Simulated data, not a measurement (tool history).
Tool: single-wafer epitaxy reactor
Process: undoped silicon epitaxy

run,day,wafer temperature setpoint (pyrometer-controlled) (deg C),deposition time (s),mean film thickness on the monitor wafer (angstrom)
1,0,635,415,516.93
2,0.096,643,415,633.03
3,0.183,652,415,797.65
4,0.304,659,415,940.46
5,0.454,659,445,1009.4
6,0.542,659,392,893.71

Forecast run 7:
7,0.642,657,392,?

Run 7 gave mean film thickness on the monitor wafer (angstrom) 850.57.

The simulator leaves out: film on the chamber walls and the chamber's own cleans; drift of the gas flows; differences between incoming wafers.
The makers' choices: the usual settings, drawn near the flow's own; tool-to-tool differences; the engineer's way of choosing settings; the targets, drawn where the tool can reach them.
